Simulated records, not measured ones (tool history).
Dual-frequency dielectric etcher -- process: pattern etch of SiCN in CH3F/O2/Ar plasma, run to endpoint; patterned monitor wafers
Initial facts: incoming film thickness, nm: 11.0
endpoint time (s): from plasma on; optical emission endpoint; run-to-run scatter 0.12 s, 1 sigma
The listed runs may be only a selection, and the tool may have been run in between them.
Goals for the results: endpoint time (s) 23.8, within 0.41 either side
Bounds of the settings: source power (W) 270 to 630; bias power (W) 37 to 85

run,hour,source power (W),bias power (W),endpoint time (s)
1,0,450,61,27.078
2,8.8,480,61,26.545
3,16.4,480,57,27.2
4,19.3,440,57,27.85
5,26.3,480,59,26.875
6,28,480,67,25.434
7,36.8,500,67,25.131
8,44.8,520,67,25.18
9,45.3,540,68,24.734
10,47.8,550,69,24.41

Below are 4 possible settings for the next run. Only one of them brings all results inside the allowed miss of their targets. Which is it?
A,50.3,480,65,?
B,50.3,530,65,?
C,50.3,590,69,?
D,50.3,490,65,?

move,endpoint time (s)
A,25.962
B,25.225
C,23.834
D,25.808
A: the biggest miss grows against the last run
B: the biggest miss grows against the last run
C: all results in spec
D: the biggest miss grows against the last run
C meets every target.
